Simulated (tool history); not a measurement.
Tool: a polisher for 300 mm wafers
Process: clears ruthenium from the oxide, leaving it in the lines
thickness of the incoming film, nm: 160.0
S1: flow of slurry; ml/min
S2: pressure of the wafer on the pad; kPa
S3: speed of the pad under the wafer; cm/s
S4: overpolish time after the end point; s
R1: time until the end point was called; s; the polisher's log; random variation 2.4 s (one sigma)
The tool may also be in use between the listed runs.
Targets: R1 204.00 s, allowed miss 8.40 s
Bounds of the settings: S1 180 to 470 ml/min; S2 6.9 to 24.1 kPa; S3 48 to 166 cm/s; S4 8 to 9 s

{"run": 1, "hour": 0.0, "S1": 300, "S2": 15.2, "S3": 106, "S4": 9, "R1": 135.6}
{"run": 2, "hour": 8.5, "S1": 230, "S2": 15.2, "S3": 106, "S4": 9, "R1": 139.1}
{"run": 3, "hour": 11.7, "S1": 230, "S2": 15.2, "S3": 106, "S4": 9, "R1": 140.94}
{"run": 4, "hour": 12.3, "S1": 230, "S2": 14.5, "S3": 106, "S4": 9, "R1": 143.6}
{"run": 5, "hour": 15.6, "S1": 230, "S2": 15.9, "S3": 106, "S4": 9, "R1": 136.09}
{"run": 6, "hour": 17.1, "S1": 230, "S2": 15.9, "S3": 120, "S4": 9, "R1": 117.18}
{"run": 7, "hour": 22.1, "S1": 230, "S2": 14.5, "S3": 120, "S4": 9, "R1": 127.93}
{"run": 8, "hour": 30.7, "S1": 230, "S2": 13.8, "S3": 120, "S4": 9, "R1": 137.27}
{"run": 9, "hour": 34.8, "S1": 230, "S2": 13.1, "S3": 120, "S4": 9, "R1": 144.49}
{"run": 10, "hour": 38.5, "S1": 230, "S2": 12.4, "S3": 120, "S4": 9, "R1": 150.48}
{"run": 11, "hour": 42.2, "S1": 230, "S2": 8.3, "S3": 118, "S4": 9, "R1": 230.03}
{"run": 12, "hour": 50.0, "S1": 230, "S2": 8.3, "S3": 118, "S4": 9, "R1": 229.35}

Which of these 4 next moves meets every target?
{"run": "A", "hour": 57.8, "S1": 215, "S2": 9.0, "S3": 124, "S4": 9, "R1": "?"}
{"run": "B", "hour": 57.8, "S1": 230, "S2": 9.0, "S3": 92, "S4": 8, "R1": "?"}
{"run": "C", "hour": 57.8, "S1": 220, "S2": 10.3, "S3": 118, "S4": 8, "R1": "?"}
{"run": "D", "hour": 57.8, "S1": 250, "S2": 6.9, "S3": 124, "S4": 9, "R1": "?"}

move=A R1=199.35
move=B R1=263.78
move=C R1=181.92
move=D R1=250.22
A: meets every target
B: further off than the last run
C: takes the result that was furthest off past its target
D: further off than the last run
Answer: A
